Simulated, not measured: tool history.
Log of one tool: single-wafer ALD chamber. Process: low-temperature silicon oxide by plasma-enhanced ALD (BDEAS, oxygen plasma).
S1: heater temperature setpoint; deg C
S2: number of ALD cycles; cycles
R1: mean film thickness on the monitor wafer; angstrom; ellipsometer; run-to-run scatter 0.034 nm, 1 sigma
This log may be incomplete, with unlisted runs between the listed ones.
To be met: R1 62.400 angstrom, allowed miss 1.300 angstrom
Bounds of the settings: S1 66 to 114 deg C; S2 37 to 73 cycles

run 1 hour=0.0 | S1=90 S2=55 | R1=80.777
run 2 hour=8.7 | S1=90 S2=52 | R1=76.697
run 3 hour=15.2 | S1=93 S2=50 | R1=73.210
run 4 hour=23.9 | S1=84 S2=50 | R1=75.517
run 5 hour=31.1 | S1=84 S2=44 | R1=66.456
run 6 hour=32.2 | S1=86 S2=44 | R1=66.007
run 7 hour=35.3 | S1=88 S2=44 | R1=65.516
run 8 hour=40.7 | S1=89 S2=44 | R1=65.394
run 9 hour=45.9 | S1=90 S2=44 | R1=65.815

Below are 5 possible settings for the next run. Only one of them brings all results inside the allowed miss of their targets. Which is it?
run A hour=51.1 | S1=88 S2=44 | R1=?
run B hour=51.1 | S1=84 S2=41 | R1=?
run C hour=51.1 | S1=92 S2=45 | R1=?
run D hour=51.1 | S1=102 S2=50 | R1=?
run E hour=51.1 | S1=77 S2=42 | R1=?

move=A R1=65.035
move=B R1=61.363
move=C R1=65.677
move=D R1=71.338
move=E R1=64.226
A: nearer the targets than the last run, but a result is still out of spec
B: every result lands within tolerance
C: just as far off the targets as the last run
D: lands further from the targets than the last run did
E: nearer the targets than the last run, but a result is still out of spec
The right move is B.

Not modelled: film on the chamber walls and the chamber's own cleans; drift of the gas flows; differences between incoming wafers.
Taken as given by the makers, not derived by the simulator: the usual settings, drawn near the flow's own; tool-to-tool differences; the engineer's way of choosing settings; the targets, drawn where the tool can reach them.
